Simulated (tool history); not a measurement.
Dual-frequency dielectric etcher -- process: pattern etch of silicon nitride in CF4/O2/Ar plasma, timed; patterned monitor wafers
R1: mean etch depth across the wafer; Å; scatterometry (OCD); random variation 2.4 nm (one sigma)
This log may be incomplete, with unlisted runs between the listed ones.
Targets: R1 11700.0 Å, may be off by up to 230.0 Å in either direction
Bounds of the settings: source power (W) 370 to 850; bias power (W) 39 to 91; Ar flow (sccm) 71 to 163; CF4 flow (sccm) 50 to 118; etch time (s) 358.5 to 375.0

Run 1, hour 0.0: source power (W) 610, bias power (W) 65, Ar flow (sccm) 117, CF4 flow (sccm) 84, etch time (s) 358.5. Result: R1 9347.7 Å.
Run 2, hour 1.2: source power (W) 610, bias power (W) 65, Ar flow (sccm) 98, CF4 flow (sccm) 84, etch time (s) 358.5. Result: R1 9568.1 Å.
Run 3, hour 5.6: source power (W) 610, bias power (W) 55, Ar flow (sccm) 98, CF4 flow (sccm) 84, etch time (s) 358.5. Result: R1 9283.7 Å.
Run 4, hour 12.1: source power (W) 610, bias power (W) 55, Ar flow (sccm) 98, CF4 flow (sccm) 84, etch time (s) 375.0. Result: R1 9678.1 Å.
Run 5, hour 15.1: source power (W) 610, bias power (W) 59, Ar flow (sccm) 98, CF4 flow (sccm) 84, etch time (s) 375.0. Result: R1 9863.4 Å.
Run 6, hour 19.7: source power (W) 610, bias power (W) 59, Ar flow (sccm) 98, CF4 flow (sccm) 84, etch time (s) 375.0. Result: R1 9857.4 Å.
Run 7, hour 24.0: source power (W) 640, bias power (W) 59, Ar flow (sccm) 98, CF4 flow (sccm) 84, etch time (s) 375.0. Result: R1 10236.0 Å.
Run 8, hour 29.1: source power (W) 660, bias power (W) 59, Ar flow (sccm) 98, CF4 flow (sccm) 84, etch time (s) 375.0. Result: R1 10513.0 Å.

Next run, 4 choices. One meets every target within its allowed miss, the rest don't. Which?
Run A, hour 34.2: source power (W) 750, bias power (W) 59, Ar flow (sccm) 88, CF4 flow (sccm) 87, etch time (s) 369.0. Result: R1 ?.
Run B, hour 34.2: source power (W) 640, bias power (W) 60, Ar flow (sccm) 106, CF4 flow (sccm) 85, etch time (s) 358.5. Result: R1 ?.
Run C, hour 34.2: source power (W) 690, bias power (W) 67, Ar flow (sccm) 109, CF4 flow (sccm) 96, etch time (s) 372.5. Result: R1 ?.
Run D, hour 34.2: source power (W) 590, bias power (W) 58, Ar flow (sccm) 107, CF4 flow (sccm) 87, etch time (s) 358.5. Result: R1 ?.

move       R1
   A  11714.0
   B   9710.4
   C  11087.0
   D   9034.7
A: all results land within tolerance of their targets
B: the biggest miss grows against the last run
C: nearer the targets than the last run, but a result is still out of spec
D: the biggest miss grows against the last run
Answer: A

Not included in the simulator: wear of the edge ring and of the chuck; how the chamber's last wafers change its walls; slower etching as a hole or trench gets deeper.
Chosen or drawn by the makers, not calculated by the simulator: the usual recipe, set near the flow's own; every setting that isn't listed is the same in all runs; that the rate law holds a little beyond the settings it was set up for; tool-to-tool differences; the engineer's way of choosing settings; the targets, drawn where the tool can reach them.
